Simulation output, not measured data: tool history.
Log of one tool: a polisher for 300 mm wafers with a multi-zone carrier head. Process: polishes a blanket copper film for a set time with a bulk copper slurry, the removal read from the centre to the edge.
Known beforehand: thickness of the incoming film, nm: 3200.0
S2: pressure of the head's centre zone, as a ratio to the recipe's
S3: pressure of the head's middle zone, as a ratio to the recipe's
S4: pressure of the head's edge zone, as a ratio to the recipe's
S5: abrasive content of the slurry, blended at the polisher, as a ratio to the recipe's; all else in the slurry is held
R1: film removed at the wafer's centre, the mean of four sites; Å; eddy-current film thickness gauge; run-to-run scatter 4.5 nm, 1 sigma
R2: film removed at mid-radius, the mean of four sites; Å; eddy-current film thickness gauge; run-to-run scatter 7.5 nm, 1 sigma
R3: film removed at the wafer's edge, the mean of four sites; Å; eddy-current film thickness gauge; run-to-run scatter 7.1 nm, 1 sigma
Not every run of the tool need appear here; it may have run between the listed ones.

{"run": 1, "day": 0.0, "flow of slurry (ml/min)": 245, "S2": 1, "S3": 1, "S4": 1, "S5": 1, "polishing time (s)": 48, "R1": 3555.8, "R2": 3465.9, "R3": 3648}
{"run": 2, "day": 0.362, "flow of slurry (ml/min)": 245, "S2": 1, "S3": 1, "S4": 1, "S5": 1, "polishing time (s)": 58, "R1": 4267.2, "R2": 4188.8, "R3": 4304.5}
{"run": 3, "day": 0.638, "flow of slurry (ml/min)": 250, "S2": 1, "S3": 1.01, "S4": 1.03, "S5": 1.05, "polishing time (s)": 58, "R1": 4318.9, "R2": 4335.3, "R3": 4447.8}
{"run": 4, "day": 0.729, "flow of slurry (ml/min)": 255, "S2": 1.01, "S3": 1.02, "S4": 1.06, "S5": 1.1, "polishing time (s)": 58, "R1": 4455.9, "R2": 4394.2, "R3": 4549.1}
{"run": 5, "day": 0.942, "flow of slurry (ml/min)": 255, "S2": 1.01, "S3": 1.02, "S4": 1.06, "S5": 0.9, "polishing time (s)": 58, "R1": 4246.8, "R2": 4360.6, "R3": 4354.7}
{"day": 1.246, "done": "worn pad replaced by a new one"}
{"run": 6, "day": 1.246, "flow of slurry (ml/min)": 255, "S2": 1.01, "S3": 1.07, "S4": 1.06, "S5": 0.9, "polishing time (s)": 58, "R1": 4659.4, "R2": 4781.3, "R3": 4611.4}
{"run": 7, "day": 1.288, "flow of slurry (ml/min)": 255, "S2": 1.01, "S3": 1.07, "S4": 1.08, "S5": 0.95, "polishing time (s)": 58, "R1": 4642.6, "R2": 4740.8, "R3": 4724.8}

What will run 8 give?
{"run": 8, "day": 1.55, "flow of slurry (ml/min)": 255, "S2": 1.01, "S3": 1.08, "S4": 1.1, "S5": 0.95, "polishing time (s)": 58, "R1": "?", "R2": "?", "R3": "?"}

{"run 8": {"R1": 4669, "R2": 4912.4, "R3": 4791.5}}
